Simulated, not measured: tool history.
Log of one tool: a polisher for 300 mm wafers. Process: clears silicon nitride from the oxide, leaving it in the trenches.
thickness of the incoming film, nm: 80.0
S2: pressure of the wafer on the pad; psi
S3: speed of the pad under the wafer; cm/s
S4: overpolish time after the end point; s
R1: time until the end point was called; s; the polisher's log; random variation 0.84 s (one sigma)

{"run": 1, "hour": 0.0, "flow of slurry (ml/min)": 250, "S2": 3, "S3": 78, "S4": 33, "R1": 96.004}
{"run": 2, "hour": 6.7, "flow of slurry (ml/min)": 250, "S2": 3.1, "S3": 78, "S4": 33, "R1": 89.859}
{"run": 3, "hour": 7.9, "flow of slurry (ml/min)": 250, "S2": 3.1, "S3": 78, "S4": 33, "R1": 91.434}
{"run": 4, "hour": 9.6, "flow of slurry (ml/min)": 250, "S2": 3.1, "S3": 78, "S4": 33, "R1": 90.383}
{"run": 5, "hour": 17.2, "flow of slurry (ml/min)": 250, "S2": 3.1, "S3": 78, "S4": 33, "R1": 89.403}
{"run": 6, "hour": 21.1, "flow of slurry (ml/min)": 250, "S2": 3.2, "S3": 78, "S4": 33, "R1": 87.637}
{"run": 7, "hour": 26.0, "flow of slurry (ml/min)": 250, "S2": 3.3, "S3": 78, "S4": 33, "R1": 86.174}
{"run": 8, "hour": 31.7, "flow of slurry (ml/min)": 250, "S2": 3.4, "S3": 78, "S4": 33, "R1": 84.513}

Forecast run 9:
{"run": 9, "hour": 39.4, "flow of slurry (ml/min)": 250, "S2": 3.5, "S3": 78, "S4": 33, "R1": "?"}

R1: 81.181 s
